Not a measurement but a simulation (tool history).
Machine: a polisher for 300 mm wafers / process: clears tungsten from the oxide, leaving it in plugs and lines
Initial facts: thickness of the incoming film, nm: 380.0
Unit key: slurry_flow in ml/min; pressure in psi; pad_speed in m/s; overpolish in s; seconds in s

| run | hour | slurry_flow | pressure | pad_speed | slurry_solids | overpolish | seconds |
|---|---|---|---|---|---|---|---|
| 1 | 0 | 245 | 3 | 1.16 | 1 | 45 | 99.439 |
| 2 | 7.6 | 245 | 3.2 | 1.16 | 1 | 45 | 94.224 |
| 3 | 9.9 | 245 | 3.2 | 1.16 | 1 | 48 | 92.257 |
| 4 | 13.7 | 245 | 3.2 | 1.16 | 1 | 45 | 93.161 |
| 5 | 17.3 | 245 | 3.4 | 1.16 | 1 | 45 | 92.577 |
| 6 | 20 | 245 | 3.6 | 1.18 | 1 | 45 | 85.168 |

What does the tool deliver on the next run?
| 7 | 20.9 | 245 | 3.7 | 1.2 | 1 | 45 | ? |

{"run 7": {"seconds": 84.329}}

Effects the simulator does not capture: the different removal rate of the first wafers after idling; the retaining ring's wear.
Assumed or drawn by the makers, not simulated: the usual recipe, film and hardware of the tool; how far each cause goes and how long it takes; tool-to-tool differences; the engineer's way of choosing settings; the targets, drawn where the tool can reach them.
